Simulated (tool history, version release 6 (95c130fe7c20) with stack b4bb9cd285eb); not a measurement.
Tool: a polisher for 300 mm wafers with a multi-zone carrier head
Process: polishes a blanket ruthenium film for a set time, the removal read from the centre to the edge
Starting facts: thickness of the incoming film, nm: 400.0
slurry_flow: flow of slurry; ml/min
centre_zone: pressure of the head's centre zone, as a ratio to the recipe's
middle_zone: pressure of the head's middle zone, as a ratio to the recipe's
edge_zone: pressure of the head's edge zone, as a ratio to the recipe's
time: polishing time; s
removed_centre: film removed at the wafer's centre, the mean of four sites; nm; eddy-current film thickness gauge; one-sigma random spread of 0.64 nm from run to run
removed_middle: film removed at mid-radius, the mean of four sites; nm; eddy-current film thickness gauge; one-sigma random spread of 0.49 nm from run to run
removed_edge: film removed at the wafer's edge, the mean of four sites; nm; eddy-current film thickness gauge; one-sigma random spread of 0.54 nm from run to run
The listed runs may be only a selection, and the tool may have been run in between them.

| run | hour | slurry_flow | centre_zone | middle_zone | edge_zone | time | removed_centre | removed_middle | removed_edge |
|---|---|---|---|---|---|---|---|---|---|
| 1 | 0.0 | 275 | 1.00 | 1.00 | 1.00 | 50 | 75.978 | 80.437 | 82.250 |
| 2 | 4.3 | 275 | 1.00 | 1.00 | 1.00 | 55 | 83.946 | 87.255 | 92.113 |
| 3 | 13.2 | 280 | 1.00 | 1.01 | 0.99 | 53 | 81.220 | 84.678 | 86.547 |
| 4 | 16.2 | 280 | 1.00 | 0.95 | 0.99 | 53 | 83.001 | 80.942 | 86.943 |
| 5 | 21.6 | 285 | 0.99 | 0.96 | 0.97 | 51 | 77.793 | 78.022 | 83.661 |
| 6 | 29.5 | 285 | 0.99 | 0.89 | 0.97 | 51 | 76.908 | 73.874 | 83.581 |
| 7 | 38.1 | 285 | 0.99 | 0.91 | 0.95 | 49 | 74.343 | 73.138 | 78.525 |
| 8 | 44.1 | 280 | 0.98 | 0.92 | 0.93 | 48 | 71.798 | 70.857 | 77.368 |
| 9 | 48.5 | 290 | 0.98 | 0.94 | 0.93 | 46 | 68.419 | 69.673 | 73.558 |
|  | 55.0 | edge zone pressure recalibrated |
| 10 | 55.0 | 295 | 0.98 | 0.96 | 0.92 | 45 | 67.583 | 69.867 | 67.806 |
| 11 | 61.4 | 295 | 0.97 | 0.96 | 0.91 | 45 | 66.948 | 69.741 | 68.642 |
| 12 | 65.9 | 295 | 0.96 | 0.96 | 0.90 | 45 | 65.930 | 68.818 | 68.193 |
| 13 | 72.9 | 295 | 0.95 | 0.97 | 0.89 | 45 | 66.614 | 69.518 | 67.660 |
| 14 | 74.3 | 295 | 0.95 | 0.97 | 0.89 | 45 | 65.444 | 69.681 | 67.660 |
| 15 | 74.9 | 295 | 0.94 | 0.98 | 0.88 | 45 | 66.193 | 70.808 | 67.140 |
| 16 | 78.0 | 295 | 0.93 | 0.98 | 0.88 | 44 | 63.099 | 69.321 | 64.748 |
| 17 | 82.2 | 295 | 0.92 | 0.98 | 0.87 | 44 | 62.626 | 69.973 | 64.805 |
| 18 | 86.2 | 295 | 0.92 | 0.98 | 0.87 | 44 | 62.095 | 69.486 | 66.092 |
| 19 | 90.9 | 295 | 0.92 | 0.98 | 0.86 | 44 | 62.709 | 69.146 | 65.984 |
| 20 | 95.9 | 300 | 0.92 | 0.98 | 0.86 | 44 | 62.504 | 69.050 | 65.423 |
| 21 | 98.5 | 295 | 0.90 | 1.04 | 0.81 | 39 | 54.879 | 65.142 | 56.041 |
| 22 | 102.0 | 295 | 0.90 | 1.04 | 0.81 | 39 | 53.919 | 64.531 | 55.903 |

Run 23 comes next. What will it give?
| 23 | 109.1 | 300 | 0.90 | 1.04 | 0.82 | 39 | ? | ? | ? |

{"run 23": {"removed_centre": 54.668, "removed_middle": 64.663, "removed_edge": 57.096}}
